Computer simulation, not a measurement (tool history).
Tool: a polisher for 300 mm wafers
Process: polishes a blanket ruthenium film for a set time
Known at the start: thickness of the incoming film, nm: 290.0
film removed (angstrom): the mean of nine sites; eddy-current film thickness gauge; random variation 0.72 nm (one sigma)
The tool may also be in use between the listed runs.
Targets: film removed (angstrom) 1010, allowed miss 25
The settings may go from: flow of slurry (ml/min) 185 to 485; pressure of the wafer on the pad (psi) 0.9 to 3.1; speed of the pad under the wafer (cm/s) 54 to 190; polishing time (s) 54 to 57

run	hour	flow of slurry (ml/min)	pressure of the wafer on the pad (psi)	speed of the pad under the wafer (cm/s)	polishing time (s)	film removed (angstrom)
1	0	310	2	122	54	671.6
2	1.2	310	2	122	57	709.48
3	9.3	315	2.2	122	57	774.03
4	17.4	315	2.4	122	57	841.01
5	25	350	2.4	122	57	853.59
6	32.8	350	2.5	122	57	887.07
7	37.8	350	2.6	122	57	907.31
8	38.9	350	2.6	122	57	916.82
9	45.5	350	2.7	122	57	947.65
10	50.9	355	2.7	122	57	935.67
11	51.8	355	2.8	122	57	978.6
12	53.4	360	2.8	122	57	982.98

Which of these 5 next moves meets every target?
A	55	385	3.1	100	57	?
B	55	395	2.6	128	56	?
C	55	485	2.7	124	56	?
D	55	365	2.9	116	55	?
E	55	320	3	124	55	?

move	film removed (angstrom)
A	935.04
B	933.37
C	956.9
D	938.31
E	1005.9
A: further off than the last run
B: further off than the last run
C: further off than the last run
D: further off than the last run
E: meets every target
Move E is the one to make.

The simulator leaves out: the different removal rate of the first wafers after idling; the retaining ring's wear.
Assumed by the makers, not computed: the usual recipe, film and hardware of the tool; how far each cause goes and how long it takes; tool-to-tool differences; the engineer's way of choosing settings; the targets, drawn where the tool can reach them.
